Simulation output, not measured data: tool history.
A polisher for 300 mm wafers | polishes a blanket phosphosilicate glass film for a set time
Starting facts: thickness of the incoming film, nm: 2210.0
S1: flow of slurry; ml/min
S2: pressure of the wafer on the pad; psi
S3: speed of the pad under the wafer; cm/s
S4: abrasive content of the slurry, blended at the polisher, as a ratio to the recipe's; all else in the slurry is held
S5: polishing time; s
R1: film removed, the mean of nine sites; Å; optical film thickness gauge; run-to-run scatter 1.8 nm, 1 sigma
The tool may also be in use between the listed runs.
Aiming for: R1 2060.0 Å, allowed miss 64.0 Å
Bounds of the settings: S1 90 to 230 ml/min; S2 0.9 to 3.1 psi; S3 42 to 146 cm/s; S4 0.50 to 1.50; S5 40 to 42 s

{"run": 1, "day": 0.0, "S1": 150, "S2": 2.0, "S3": 94, "S4": 1.0, "S5": 40, "R1": 1744.2}
{"run": 2, "day": 0.108, "S1": 135, "S2": 2.0, "S3": 94, "S4": 1.0, "S5": 40, "R1": 1710.9}
{"run": 3, "day": 0.217, "S1": 135, "S2": 2.0, "S3": 94, "S4": 0.9, "S5": 40, "R1": 1563.6}
{"run": 4, "day": 0.446, "S1": 135, "S2": 2.0, "S3": 94, "S4": 0.9, "S5": 40, "R1": 1567.4}
{"run": 5, "day": 0.546, "S1": 135, "S2": 2.0, "S3": 94, "S4": 0.9, "S5": 42, "R1": 1655.9}
{"run": 6, "day": 0.596, "S1": 135, "S2": 2.0, "S3": 94, "S4": 0.9, "S5": 42, "R1": 1655.0}
{"run": 7, "day": 0.712, "S1": 150, "S2": 2.1, "S3": 94, "S4": 0.9, "S5": 42, "R1": 1709.8}
{"run": 8, "day": 0.967, "S1": 150, "S2": 2.2, "S3": 94, "S4": 0.9, "S5": 42, "R1": 1801.9}
{"run": 9, "day": 1.033, "S1": 150, "S2": 2.3, "S3": 94, "S4": 0.9, "S5": 42, "R1": 1823.6}
{"run": 10, "day": 1.175, "S1": 150, "S2": 2.4, "S3": 94, "S4": 0.9, "S5": 42, "R1": 1921.2}
{"run": 11, "day": 1.304, "S1": 150, "S2": 2.5, "S3": 94, "S4": 0.9, "S5": 42, "R1": 1948.8}

Which single option among these 4 for the next run brings every result within its allowed miss of target? Just one does.
{"run": "A", "day": 1.433, "S1": 140, "S2": 2.4, "S3": 100, "S4": 1.0, "S5": 41, "R1": "?"}
{"run": "B", "day": 1.433, "S1": 145, "S2": 2.3, "S3": 96, "S4": 0.9, "S5": 40, "R1": "?"}
{"run": "C", "day": 1.433, "S1": 95, "S2": 2.5, "S3": 102, "S4": 0.95, "S5": 40, "R1": "?"}
{"run": "D", "day": 1.433, "S1": 130, "S2": 2.3, "S3": 90, "S4": 1.0, "S5": 42, "R1": "?"}

move=A R1=2096.8
move=B R1=1790.4
move=C R1=1935.6
move=D R1=1897.5
A: every result within its allowed miss
B: lands further from the targets than the last run did
C: lands further from the targets than the last run did
D: lands further from the targets than the last run did
A is the move that brings every result within its allowed miss.
